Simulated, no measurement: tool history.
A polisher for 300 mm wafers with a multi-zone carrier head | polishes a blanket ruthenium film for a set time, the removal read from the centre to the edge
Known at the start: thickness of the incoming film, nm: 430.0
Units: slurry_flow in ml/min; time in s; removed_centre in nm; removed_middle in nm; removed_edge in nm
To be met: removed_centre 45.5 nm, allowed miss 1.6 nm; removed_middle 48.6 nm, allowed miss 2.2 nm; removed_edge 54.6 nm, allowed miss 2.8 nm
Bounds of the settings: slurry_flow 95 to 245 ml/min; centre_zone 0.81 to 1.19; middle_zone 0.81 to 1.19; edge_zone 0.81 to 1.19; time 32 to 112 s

run 1 day=0 | slurry_flow=155 centre_zone=1 middle_zone=1 edge_zone=1 time=72 | removed_centre=80.151 removed_middle=87.412 removed_edge=87.407
run 2 day=0.154 | slurry_flow=155 centre_zone=1 middle_zone=1 edge_zone=1.05 time=72 | removed_centre=79.403 removed_middle=87.6 removed_edge=89.57
run 3 day=0.379 | slurry_flow=155 centre_zone=0.96 middle_zone=1 edge_zone=1.05 time=72 | removed_centre=77.535 removed_middle=88.537 removed_edge=89.559
run 4 day=0.738 | slurry_flow=155 centre_zone=0.96 middle_zone=1 edge_zone=1.05 time=82 | removed_centre=88.299 removed_middle=101.14 removed_edge=105.28
run 5 day=0.783 | slurry_flow=120 centre_zone=0.96 middle_zone=1 edge_zone=1.05 time=82 | removed_centre=82.637 removed_middle=94.017 removed_edge=99.527
run 6 day=0.838 | slurry_flow=120 centre_zone=0.96 middle_zone=1 edge_zone=1.05 time=68 | removed_centre=68.117 removed_middle=77.555 removed_edge=80.102
run 7 day=1.188 | slurry_flow=115 centre_zone=0.94 middle_zone=0.97 edge_zone=1.04 time=63 | removed_centre=60.53 removed_middle=70.722 removed_edge=74.963
run 8 day=1.492 | slurry_flow=110 centre_zone=0.95 middle_zone=0.95 edge_zone=1.03 time=58 | removed_centre=55.905 removed_middle=62.163 removed_edge=68.516
run 9 day=1.512 | slurry_flow=110 centre_zone=0.95 middle_zone=0.94 edge_zone=1.01 time=55 | removed_centre=54.128 removed_middle=59.608 removed_edge=63.691
run 10 day=1.583 | slurry_flow=105 centre_zone=0.94 middle_zone=0.92 edge_zone=1 time=53 | removed_centre=49.709 removed_middle=55.001 removed_edge=61.549
-- day=1.85 centre zone pressure recalibrated
run 11 day=1.85 | slurry_flow=105 centre_zone=0.94 middle_zone=0.91 edge_zone=0.97 time=52 | removed_centre=52.336 removed_middle=53.441 removed_edge=58.251
run 12 day=2.075 | slurry_flow=105 centre_zone=0.94 middle_zone=0.91 edge_zone=0.97 time=52 | removed_centre=53.521 removed_middle=53.094 removed_edge=59.606
run 13 day=2.158 | slurry_flow=105 centre_zone=0.92 middle_zone=0.91 edge_zone=0.97 time=51 | removed_centre=51.902 removed_middle=52.432 removed_edge=56.654
run 14 day=2.425 | slurry_flow=105 centre_zone=0.91 middle_zone=0.9 edge_zone=0.98 time=50 | removed_centre=49.236 removed_middle=49.819 removed_edge=57.097

Which of these 5 next moves meets every target?
run A day=2.692 | slurry_flow=95 centre_zone=0.87 middle_zone=0.89 edge_zone=0.91 time=50 | removed_centre=? removed_middle=? removed_edge=?
run B day=2.692 | slurry_flow=150 centre_zone=0.89 middle_zone=0.81 edge_zone=1.01 time=51 | removed_centre=? removed_middle=? removed_edge=?
run C day=2.692 | slurry_flow=100 centre_zone=1.02 middle_zone=0.94 edge_zone=0.81 time=48 | removed_centre=? removed_middle=? removed_edge=?
run D day=2.692 | slurry_flow=105 centre_zone=0.94 middle_zone=0.87 edge_zone=1.01 time=50 | removed_centre=? removed_middle=? removed_edge=?
run E day=2.692 | slurry_flow=115 centre_zone=0.94 middle_zone=0.86 edge_zone=0.93 time=53 | removed_centre=? removed_middle=? removed_edge=?

move=A removed_centre=45.881 removed_middle=48.807 removed_edge=54.064
move=B removed_centre=55.393 removed_middle=52.35 removed_edge=63.337
move=C removed_centre=52.824 removed_middle=49.902 removed_edge=49.826
move=D removed_centre=51.61 removed_middle=49.55 removed_edge=58.134
move=E removed_centre=56.474 removed_middle=53.496 removed_edge=60.39
A: meets every target
B: further off than the last run
C: further off than the last run
D: further off than the last run
E: further off than the last run
Move A is the one to make.

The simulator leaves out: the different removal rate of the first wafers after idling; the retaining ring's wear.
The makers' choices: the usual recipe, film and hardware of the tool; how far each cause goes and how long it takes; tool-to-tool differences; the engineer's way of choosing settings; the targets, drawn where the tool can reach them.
